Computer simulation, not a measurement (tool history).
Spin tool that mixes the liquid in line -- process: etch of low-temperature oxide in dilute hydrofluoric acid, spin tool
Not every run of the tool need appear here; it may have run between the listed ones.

run  hour  temperature setpoint of the liquid (K)  parts of water to one part of 49 % hydrofluoric acid (parts by volume)  time under the liquid (s)  thickness taken off the low-temperature oxide on a monitor wafer (nm)
  1   0.0                                  294.15                                                                     240                        295                                                                 15.362
  2   2.5                                  296.65                                                                     240                        295                                                                 16.588
  3   5.6                                  296.65                                                                     290                        295                                                                 13.204
  4   9.7                                  296.65                                                                     290                        315                                                                 14.278
  5  17.1                                  300.15                                                                     290                        315                                                                 15.986
  6  22.1                                  300.15                                                                     290                        295                                                                 15.247

For run 7, what comes out?
  7  28.0                                  299.15                                                                     290                        295                                                                      ?

{"run 7": {"thickness taken off the low-temperature oxide on a monitor wafer (nm)": 14.359}}
